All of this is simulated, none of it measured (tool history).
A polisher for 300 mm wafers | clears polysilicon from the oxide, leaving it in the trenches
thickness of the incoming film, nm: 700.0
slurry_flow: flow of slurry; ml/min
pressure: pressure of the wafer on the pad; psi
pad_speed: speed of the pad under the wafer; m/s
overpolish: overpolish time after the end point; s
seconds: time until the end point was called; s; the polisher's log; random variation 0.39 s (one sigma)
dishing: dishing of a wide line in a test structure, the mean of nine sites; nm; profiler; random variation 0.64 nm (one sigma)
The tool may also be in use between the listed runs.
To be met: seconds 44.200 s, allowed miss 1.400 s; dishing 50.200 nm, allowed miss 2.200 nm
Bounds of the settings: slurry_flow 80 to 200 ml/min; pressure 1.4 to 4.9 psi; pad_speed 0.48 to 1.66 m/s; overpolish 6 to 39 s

run	day	slurry_flow	pressure	pad_speed	overpolish	seconds	dishing
1	0.000	130	3.1	1.06	20	38.632	59.219
2	0.129	150	3.1	1.06	20	38.047	58.527
3	0.304	165	2.9	1.06	16	40.252	57.526
4	0.458	175	2.8	1.06	13	40.688	56.693
5	0.592	175	2.4	1.06	13	47.391	56.838
6	0.679	150	2.4	1.06	13	48.396	55.266
7	0.975	130	2.5	1.08	11	47.123	53.574
8	1.275	120	2.6	1.08	10	45.826	53.568
9	1.604	140	2.7	1.08	6	43.319	45.400

5 next moves are on the table. One of them brings every result within its allowed miss. Which?
A	1.933	140	2.9	1.06	6	?	?
B	1.933	130	2.4	1.12	16	?	?
C	1.933	95	2.6	1.10	9	?	?
D	1.933	155	2.6	0.98	11	?	?
E	1.933	135	2.9	1.00	8	?	?

move	seconds	dishing
A	41.271	45.352
B	47.586	56.098
C	47.855	49.856
D	48.654	52.469
E	43.949	49.336
A: as far off as the last run
B: takes the result that was furthest off past its target
C: brings the result that was furthest off to its target, and leaves another outside
D: takes the result that was furthest off past its target
E: meets every target
Move E is the one to make.

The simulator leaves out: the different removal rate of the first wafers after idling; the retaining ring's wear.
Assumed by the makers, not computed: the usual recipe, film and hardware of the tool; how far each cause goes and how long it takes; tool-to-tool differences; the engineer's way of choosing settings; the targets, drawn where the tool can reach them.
